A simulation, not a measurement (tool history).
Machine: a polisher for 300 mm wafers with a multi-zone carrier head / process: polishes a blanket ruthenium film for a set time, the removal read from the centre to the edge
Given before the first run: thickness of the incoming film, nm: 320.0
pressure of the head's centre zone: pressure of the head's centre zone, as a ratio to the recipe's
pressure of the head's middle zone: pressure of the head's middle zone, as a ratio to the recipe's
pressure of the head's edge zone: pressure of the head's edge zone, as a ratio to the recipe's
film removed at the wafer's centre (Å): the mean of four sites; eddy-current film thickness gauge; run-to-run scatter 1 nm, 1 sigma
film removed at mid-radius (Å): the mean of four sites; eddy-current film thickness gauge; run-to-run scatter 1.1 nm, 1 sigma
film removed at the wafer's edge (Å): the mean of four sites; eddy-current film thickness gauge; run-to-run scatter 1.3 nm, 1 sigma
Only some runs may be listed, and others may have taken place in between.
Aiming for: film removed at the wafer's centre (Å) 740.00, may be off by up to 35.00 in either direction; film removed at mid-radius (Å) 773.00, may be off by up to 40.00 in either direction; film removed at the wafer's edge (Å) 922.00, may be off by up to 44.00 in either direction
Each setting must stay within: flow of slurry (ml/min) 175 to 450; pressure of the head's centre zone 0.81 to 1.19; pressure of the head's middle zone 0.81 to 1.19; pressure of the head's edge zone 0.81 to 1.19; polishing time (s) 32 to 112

run  hour  flow of slurry (ml/min)  pressure of the head's centre zone  pressure of the head's middle zone  pressure of the head's edge zone  polishing time (s)  film removed at the wafer's centre (Å)  film removed at mid-radius (Å)  film removed at the wafer's edge (Å)
  1   0.0                      290                                1.00                                1.00                              1.00                  72                                 1059.70                         1076.10                               1046.90
  2   1.2                      285                                0.98                                0.98                              1.01                  70                                  973.93                         1048.70                               1065.40
  3   9.0                      285                                0.95                                0.98                              1.01                  70                                  964.79                         1054.90                               1055.30
  4  15.2                      285                                0.88                                0.98                              1.01                  70                                  884.32                         1042.20                               1048.70
  5  16.5                      285                                0.88                                0.96                              1.01                  68                                  848.08                          996.18                               1019.10
  6  20.7                      285                                0.88                                0.96                              1.01                  62                                  803.68                          922.00                                919.06
     27.3  -- worn pad replaced by a new one
  7  27.3                      280                                0.88                                0.94                              1.02                  61                                  872.49                          959.55                               1031.70
  8  31.5                      275                                0.87                                0.93                              1.02                  58                                  820.49                          915.67                                969.50

Consider the 4 candidate settings below. Which is the only one whose results all fall within their allowed miss of target?
  A  35.7                      200                                1.03                                0.81                              1.07                  60                                       ?                               ?                                     ?
  B  35.7                      290                                0.81                                1.13                              1.07                  62                                       ?                               ?                                     ?
  C  35.7                      295                                0.90                                1.10                              0.90                  56                                       ?                               ?                                     ?
  D  35.7                      175                                0.87                                0.84                              1.07                  56                                       ?                               ?                                     ?

move  film removed at the wafer's centre (Å)  film removed at mid-radius (Å)  film removed at the wafer's edge (Å)
   A                                  964.83                          826.55                                983.09
   B                                  830.53                         1189.80                               1051.10
   C                                  835.84                         1051.90                                875.54
   D                                  738.57                          775.67                                900.54
A: lands further from the targets than the last run did
B: lands further from the targets than the last run did
C: lands further from the targets than the last run did
D: hits every target within its allowed miss
D is the move that brings every result within its allowed miss.
